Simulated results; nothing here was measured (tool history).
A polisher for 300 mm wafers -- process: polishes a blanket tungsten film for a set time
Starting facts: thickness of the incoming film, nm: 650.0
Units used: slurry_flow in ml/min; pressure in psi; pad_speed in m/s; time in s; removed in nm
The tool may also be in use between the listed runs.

run,day,slurry_flow,pressure,pad_speed,slurry_solids,time,removed
1,0,220,4.6,1.02,1,49,248.95
2,0.321,220,4.6,1.02,1,51,261.67
3,0.446,220,4.6,1.02,1.15,51,273.99
4,0.654,220,4.6,0.9,1.15,51,238.57
5,0.962,240,4.6,0.9,1.15,51,244.86
6,1.258,240,4.6,0.9,1.15,51,242.41

What will run 7 give?
7,1.4,245,4.7,0.9,1.15,51,?

removed: 247.56 nm
